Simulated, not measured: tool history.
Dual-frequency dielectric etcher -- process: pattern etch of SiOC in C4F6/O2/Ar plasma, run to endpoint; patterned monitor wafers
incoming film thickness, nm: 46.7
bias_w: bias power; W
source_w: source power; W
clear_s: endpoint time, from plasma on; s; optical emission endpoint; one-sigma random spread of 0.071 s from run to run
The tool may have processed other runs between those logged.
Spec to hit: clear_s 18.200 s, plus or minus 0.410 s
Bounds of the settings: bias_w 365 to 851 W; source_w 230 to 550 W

run 1 hour=0.0 | bias_w=608 source_w=390 | clear_s=15.325
run 2 hour=4.7 | bias_w=572 source_w=380 | clear_s=15.939
run 3 hour=6.8 | bias_w=544 source_w=380 | clear_s=16.206
run 4 hour=15.6 | bias_w=519 source_w=380 | clear_s=16.626
run 5 hour=19.0 | bias_w=501 source_w=380 | clear_s=16.750
run 6 hour=23.1 | bias_w=610 source_w=380 | clear_s=15.458
run 7 hour=31.5 | bias_w=576 source_w=380 | clear_s=15.845
run 8 hour=37.6 | bias_w=548 source_w=380 | clear_s=16.196
run 9 hour=42.4 | bias_w=524 source_w=380 | clear_s=16.430
run 10 hour=51.1 | bias_w=502 source_w=380 | clear_s=16.835
run 11 hour=57.1 | bias_w=487 source_w=380 | clear_s=16.944
run 12 hour=57.9 | bias_w=472 source_w=380 | clear_s=16.950
run 13 hour=62.0 | bias_w=456 source_w=380 | clear_s=17.421

Consider the 4 candidate settings below. Which is the only one whose results all fall within their allowed miss of target?
run A hour=66.1 | bias_w=427 source_w=360 | clear_s=?
run B hour=66.1 | bias_w=437 source_w=400 | clear_s=?
run C hour=66.1 | bias_w=448 source_w=390 | clear_s=?
run D hour=66.1 | bias_w=467 source_w=420 | clear_s=?

move=A clear_s=18.099
move=B clear_s=17.153
move=C clear_s=17.184
move=D clear_s=16.401
A: each result inside its tolerance
B: lands further from the targets than the last run did
C: lands further from the targets than the last run did
D: lands further from the targets than the last run did
Move A is the one to make.
